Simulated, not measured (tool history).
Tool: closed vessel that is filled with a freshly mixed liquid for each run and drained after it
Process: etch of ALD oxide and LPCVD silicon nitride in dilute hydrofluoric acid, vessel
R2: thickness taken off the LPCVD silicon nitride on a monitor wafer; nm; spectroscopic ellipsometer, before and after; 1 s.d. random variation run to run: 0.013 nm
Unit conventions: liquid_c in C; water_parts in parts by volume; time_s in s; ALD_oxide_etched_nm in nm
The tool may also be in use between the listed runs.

{"run": 1, "day": 0.0, "liquid_c": 26.0, "water_parts": 40, "time_s": 60, "ALD_oxide_etched_nm": 56.131, "R2": 0.73729}
{"run": 2, "day": 0.179, "liquid_c": 25.5, "water_parts": 45, "time_s": 60, "ALD_oxide_etched_nm": 49.056, "R2": 0.61793}
{"run": 3, "day": 0.562, "liquid_c": 22.5, "water_parts": 45, "time_s": 60, "ALD_oxide_etched_nm": 42.266, "R2": 0.53586}
{"run": 4, "day": 0.862, "liquid_c": 21.5, "water_parts": 50, "time_s": 60, "ALD_oxide_etched_nm": 36.604, "R2": 0.47604}
{"run": 5, "day": 0.967, "liquid_c": 20.5, "water_parts": 50, "time_s": 60, "ALD_oxide_etched_nm": 35.636, "R2": 0.42097}
{"run": 6, "day": 1.054, "liquid_c": 20.5, "water_parts": 50, "time_s": 45, "ALD_oxide_etched_nm": 27.196, "R2": 0.33974}
{"run": 7, "day": 1.112, "liquid_c": 24.0, "water_parts": 50, "time_s": 45, "ALD_oxide_etched_nm": 30.746, "R2": 0.40827}

Run 8 is up next; what results do you expect?
{"run": 8, "day": 1.446, "liquid_c": 24.0, "water_parts": 55, "time_s": 45, "ALD_oxide_etched_nm": "?", "R2": "?"}

{"run 8": {"ALD_oxide_etched_nm": 27.797, "R2": 0.38775}}
